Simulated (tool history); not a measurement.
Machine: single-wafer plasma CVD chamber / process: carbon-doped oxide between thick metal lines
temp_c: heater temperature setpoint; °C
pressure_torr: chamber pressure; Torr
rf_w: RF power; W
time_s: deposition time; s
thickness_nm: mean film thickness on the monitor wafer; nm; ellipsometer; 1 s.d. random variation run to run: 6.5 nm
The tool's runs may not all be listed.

run  hour  temp_c  pressure_torr  rf_w  time_s  thickness_nm
  1   0.0     335           4.09   650     192        1132.8
  2   3.6     335           4.71   650     192        1154.1
  3   9.6     334           4.78   655     192        1177.2
  4  10.4     333           4.82   655     192        1168.5
  5  17.6     333           4.82   575     192        1097.5
  6  19.3     332           4.92   585     192        1121.4
  7  28.1     330           5.01   590     192        1128.8

Run 8 comes next. What will it give?
  8  29.4     329           5.10   600     192             ?

{"run 8": {"thickness_nm": 1153.8}}

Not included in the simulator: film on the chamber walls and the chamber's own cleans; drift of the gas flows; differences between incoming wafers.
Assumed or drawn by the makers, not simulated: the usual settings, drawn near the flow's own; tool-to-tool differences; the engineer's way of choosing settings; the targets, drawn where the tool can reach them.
